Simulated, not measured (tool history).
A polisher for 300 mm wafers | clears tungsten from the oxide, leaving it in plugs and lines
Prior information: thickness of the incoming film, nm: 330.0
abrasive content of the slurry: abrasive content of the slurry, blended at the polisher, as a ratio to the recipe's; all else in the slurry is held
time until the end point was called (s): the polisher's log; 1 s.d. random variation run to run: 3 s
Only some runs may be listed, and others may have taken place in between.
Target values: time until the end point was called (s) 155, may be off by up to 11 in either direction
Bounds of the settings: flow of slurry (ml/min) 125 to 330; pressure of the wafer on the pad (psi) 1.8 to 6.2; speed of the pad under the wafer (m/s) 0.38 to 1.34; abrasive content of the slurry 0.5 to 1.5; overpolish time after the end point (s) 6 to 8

| run | hour | flow of slurry (ml/min) | pressure of the wafer on the pad (psi) | speed of the pad under the wafer (m/s) | abrasive content of the slurry | overpolish time after the end point (s) | time until the end point was called (s) |
|---|---|---|---|---|---|---|---|
| 1 | 0 | 210 | 4 | 0.86 | 1 | 8 | 82.62 |
| 2 | 5.3 | 210 | 4 | 0.96 | 1 | 8 | 72.747 |
| 3 | 10.5 | 255 | 4 | 0.96 | 1 | 8 | 69.151 |
| 4 | 12.4 | 255 | 4 | 0.96 | 1 | 6 | 69.148 |
| 5 | 18.9 | 255 | 4 | 0.96 | 1 | 6 | 70.23 |
| 6 | 22.2 | 255 | 4 | 0.96 | 1.15 | 6 | 67.723 |
| 7 | 29.4 | 245 | 2.9 | 0.72 | 1.1 | 6 | 123.38 |
| 8 | 30.4 | 245 | 2.9 | 0.72 | 1.1 | 6 | 125.62 |
| 9 | 37.6 | 245 | 2.7 | 0.72 | 1.1 | 6 | 132.28 |
| 10 | 43.1 | 245 | 2.7 | 0.72 | 1.1 | 6 | 132.09 |
| 11 | 44.7 | 245 | 2.5 | 0.72 | 1.1 | 6 | 147.19 |

Of the 4 settings listed for the next run, only one would bring every result within its allowed miss of target. Which one?
| A | 46.3 | 235 | 2.9 | 0.72 | 0.9 | 8 | ? |
| B | 46.3 | 240 | 2 | 0.82 | 1.1 | 8 | ? |
| C | 46.3 | 245 | 2.8 | 0.7 | 1.05 | 6 | ? |
| D | 46.3 | 255 | 2.2 | 0.86 | 1.1 | 6 | ? |

| move | time until the end point was called (s) |
|---|---|
| A | 132.62 |
| B | 158.62 |
| C | 135.37 |
| D | 137.46 |
A: further off than the last run
B: all results land within tolerance of their targets
C: further off than the last run
D: further off than the last run
The right move is B.

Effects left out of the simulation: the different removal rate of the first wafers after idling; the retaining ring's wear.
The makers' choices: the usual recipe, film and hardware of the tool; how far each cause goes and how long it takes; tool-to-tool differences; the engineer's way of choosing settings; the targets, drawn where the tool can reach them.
